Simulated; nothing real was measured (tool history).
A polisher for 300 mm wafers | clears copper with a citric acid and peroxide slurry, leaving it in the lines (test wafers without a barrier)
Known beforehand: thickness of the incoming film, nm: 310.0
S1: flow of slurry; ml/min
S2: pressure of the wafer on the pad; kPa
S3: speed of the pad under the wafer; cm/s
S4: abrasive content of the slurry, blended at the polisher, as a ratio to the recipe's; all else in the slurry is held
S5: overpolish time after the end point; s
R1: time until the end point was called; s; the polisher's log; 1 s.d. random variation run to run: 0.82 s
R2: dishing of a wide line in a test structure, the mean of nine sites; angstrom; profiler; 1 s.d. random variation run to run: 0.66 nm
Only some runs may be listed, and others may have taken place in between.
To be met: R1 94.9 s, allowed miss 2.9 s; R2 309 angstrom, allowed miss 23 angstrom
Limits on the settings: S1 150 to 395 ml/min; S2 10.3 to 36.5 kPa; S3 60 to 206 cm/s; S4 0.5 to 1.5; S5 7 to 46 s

Run 1, hour 0: S1 250 ml/min, S2 23.4 kPa, S3 132 cm/s, S4 1, S5 24 s. Result: R1 97.338 s, R2 482.92 angstrom.
Run 2, hour 6.9: S1 250 ml/min, S2 21.4 kPa, S3 132 cm/s, S4 1, S5 24 s. Result: R1 108.05 s, R2 443.91 angstrom.
Run 3, hour 15.1: S1 310 ml/min, S2 21.4 kPa, S3 132 cm/s, S4 1, S5 24 s. Result: R1 102.94 s, R2 441.32 angstrom.
Run 4, hour 22.4: S1 310 ml/min, S2 21.4 kPa, S3 132 cm/s, S4 0.9, S5 24 s. Result: R1 107.49 s, R2 437.21 angstrom.
Run 5, hour 28.5: S1 320 ml/min, S2 22.1 kPa, S3 132 cm/s, S4 0.9, S5 20 s. Result: R1 103.58 s, R2 373.58 angstrom.
Run 6, hour 32.7: S1 270 ml/min, S2 22.1 kPa, S3 132 cm/s, S4 0.9, S5 20 s. Result: R1 105.18 s, R2 367.01 angstrom.
Run 7, hour 41.2: S1 270 ml/min, S2 22.8 kPa, S3 132 cm/s, S4 0.9, S5 18 s. Result: R1 103.07 s, R2 342.68 angstrom.
Run 8, hour 45: S1 275 ml/min, S2 23.4 kPa, S3 132 cm/s, S4 0.9, S5 17 s. Result: R1 100.03 s, R2 341.94 angstrom.
Run 9, hour 45.9: S1 285 ml/min, S2 24.8 kPa, S3 132 cm/s, S4 0.9, S5 12 s. Result: R1 95.211 s, R2 259.54 angstrom.
At hour 51.7: head pressure recalibrated.
Run 10, hour 51.7: S1 280 ml/min, S2 24.8 kPa, S3 132 cm/s, S4 0.9, S5 13 s. Result: R1 103.89 s, R2 272.79 angstrom.
Run 11, hour 57.7: S1 280 ml/min, S2 25.5 kPa, S3 132 cm/s, S4 0.9, S5 13 s. Result: R1 101 s, R2 272.99 angstrom.
Run 12, hour 62: S1 290 ml/min, S2 26.9 kPa, S3 132 cm/s, S4 0.9, S5 16 s. Result: R1 96.266 s, R2 348.05 angstrom.

Below are 5 possible settings for the next run. Only one of them brings all results inside the allowed miss of their targets. Which is it?
Run A, hour 66.3: S1 335 ml/min, S2 32.4 kPa, S3 106 cm/s, S4 0.75, S5 19 s. Result: R1 ?, R2 ?.
Run B, hour 66.3: S1 310 ml/min, S2 24.8 kPa, S3 130 cm/s, S4 0.9, S5 18 s. Result: R1 ?, R2 ?.
Run C, hour 66.3: S1 305 ml/min, S2 26.9 kPa, S3 116 cm/s, S4 1.1, S5 17 s. Result: R1 ?, R2 ?.
Run D, hour 66.3: S1 315 ml/min, S2 25.5 kPa, S3 136 cm/s, S4 1, S5 14 s. Result: R1 ?, R2 ?.
Run E, hour 66.3: S1 260 ml/min, S2 26.2 kPa, S3 132 cm/s, S4 0.85, S5 18 s. Result: R1 ?, R2 ?.

move      R1      R2
   A  103.27  369.34
   B  102.79  352.28
   C  101.53  340.28
   D  93.218  310.21
   E  99.865  361.18
A: further off than the last run
B: further off than the last run
C: further off than the last run
D: hits every target within its allowed miss
E: further off than the last run
Go with D: it meets all targets.
